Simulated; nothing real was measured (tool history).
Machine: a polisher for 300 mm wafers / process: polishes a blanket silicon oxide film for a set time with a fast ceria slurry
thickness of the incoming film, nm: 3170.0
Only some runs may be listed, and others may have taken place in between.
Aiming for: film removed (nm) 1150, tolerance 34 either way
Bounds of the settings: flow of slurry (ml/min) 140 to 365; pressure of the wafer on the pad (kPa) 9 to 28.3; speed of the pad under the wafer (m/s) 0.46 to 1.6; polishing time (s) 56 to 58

run,hour,flow of slurry (ml/min),pressure of the wafer on the pad (kPa),speed of the pad under the wafer (m/s),polishing time (s),film removed (nm)
1,0,235,18.6,1.02,56,867.78
2,5.3,235,19.3,1.02,56,884.42
3,14.2,255,19.3,1.02,56,894.23
4,18.1,255,15.9,1.02,56,780.97
5,22.7,255,15.9,1.02,58,814.12
6,28.6,255,17.9,1.02,58,873.54
7,32.5,255,19.3,1.02,58,923.89
8,39.7,255,20,1.02,58,944.7

Consider the 4 candidate settings below. Which is the only one whose results all fall within their allowed miss of target?
A,46.9,250,22.1,0.86,58,?
B,46.9,245,19.3,1.26,58,?
C,46.9,290,15.9,1.1,56,?
D,46.9,230,19.3,0.8,56,?

move,film removed (nm)
A,872.09
B,1141
C,851.46
D,704.89
A: misses by more than the last run did
B: every result within its allowed miss
C: misses by more than the last run did
D: misses by more than the last run did
B is the move that brings every result within its allowed miss.
